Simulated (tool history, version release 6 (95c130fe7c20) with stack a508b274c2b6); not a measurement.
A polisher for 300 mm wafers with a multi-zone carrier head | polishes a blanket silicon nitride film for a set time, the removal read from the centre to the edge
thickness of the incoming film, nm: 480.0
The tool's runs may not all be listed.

| run | hour | flow of slurry (ml/min) | pressure of the head's centre zone | pressure of the head's middle zone | pressure of the head's edge zone | polishing time (s) | film removed at the wafer's centre (nm) | film removed at mid-radius (nm) | film removed at the wafer's edge (nm) |
|---|---|---|---|---|---|---|---|---|---|
| 1 | 0 | 305 | 1 | 1 | 1 | 32 | 56.972 | 57.64 | 58.524 |
| 2 | 4.3 | 305 | 1.01 | 1.01 | 0.97 | 31 | 56.447 | 57.104 | 56.426 |
| 3 | 4.8 | 305 | 1.01 | 1.01 | 0.97 | 25 | 46.26 | 47.279 | 45.326 |
| 4 | 5.6 | 310 | 1.02 | 1.01 | 0.95 | 25 | 46.949 | 46.84 | 44.577 |
| 5 | 12.2 | 315 | 1.03 | 1.02 | 0.94 | 25 | 47.787 | 46.658 | 44.902 |
| 6 | 13.9 | 315 | 1.04 | 1.04 | 0.92 | 25 | 47.661 | 48.672 | 44.632 |

Run 7 comes next. What will it give?
| 7 | 16.6 | 315 | 1.05 | 1.04 | 0.91 | 25 | ? | ? | ? |

{"run 7": {"film removed at the wafer's centre (nm)": 47.885, "film removed at mid-radius (nm)": 47.299, "film removed at the wafer's edge (nm)": 44.494}}

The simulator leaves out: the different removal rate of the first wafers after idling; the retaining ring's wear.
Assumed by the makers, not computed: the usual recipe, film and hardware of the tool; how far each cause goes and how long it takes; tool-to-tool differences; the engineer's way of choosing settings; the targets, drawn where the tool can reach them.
